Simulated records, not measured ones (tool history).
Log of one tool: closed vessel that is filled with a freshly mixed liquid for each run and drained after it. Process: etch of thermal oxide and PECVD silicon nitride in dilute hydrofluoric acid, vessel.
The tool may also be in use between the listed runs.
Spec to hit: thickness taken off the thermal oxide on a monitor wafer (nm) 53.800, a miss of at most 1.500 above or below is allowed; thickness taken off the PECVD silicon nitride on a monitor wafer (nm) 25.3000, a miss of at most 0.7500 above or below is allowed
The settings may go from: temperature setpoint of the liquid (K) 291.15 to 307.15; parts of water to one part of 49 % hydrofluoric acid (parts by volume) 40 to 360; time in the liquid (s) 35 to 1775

run	hour	temperature setpoint of the liquid (K)	parts of water to one part of 49 % hydrofluoric acid (parts by volume)	time in the liquid (s)	thickness taken off the thermal oxide on a monitor wafer (nm)	thickness taken off the PECVD silicon nitride on a monitor wafer (nm)
1	0.0	299.15	200	905	19.575	11.8590
2	3.6	299.15	200	605	12.917	8.1120
3	8.0	299.15	165	605	16.500	9.8495
4	12.0	299.15	105	605	28.083	15.2350
5	14.0	299.15	175	605	15.318	9.1417
6	16.0	298.65	135	645	21.683	12.3840
7	22.1	299.15	110	645	27.947	15.4060
8	29.5	299.15	90	665	36.363	19.6780
9	30.3	298.65	75	665	43.228	22.5990
10	32.5	297.65	70	665	44.660	23.0060
11	33.8	296.15	65	665	46.061	21.8390

Which one of the following 4 next-run settings gets every result inside its allowed miss? There is exactly one.
A	35.1	295.15	70	880	?	?
B	35.1	298.15	120	955	?	?
C	35.1	303.15	90	760	?	?
D	35.1	293.15	65	635	?	?

move	thickness taken off the thermal oxide on a monitor wafer (nm)	thickness taken off the PECVD silicon nitride on a monitor wafer (nm)
A	53.908	25.4650
B	36.188	19.8290
C	48.370	28.9480
D	38.778	17.2280
A: in spec on every target
B: moves away from the targets compared with the last run
C: gains on the last run, yet a result remains outside its allowed miss
D: moves away from the targets compared with the last run
Go with A: it meets all targets.
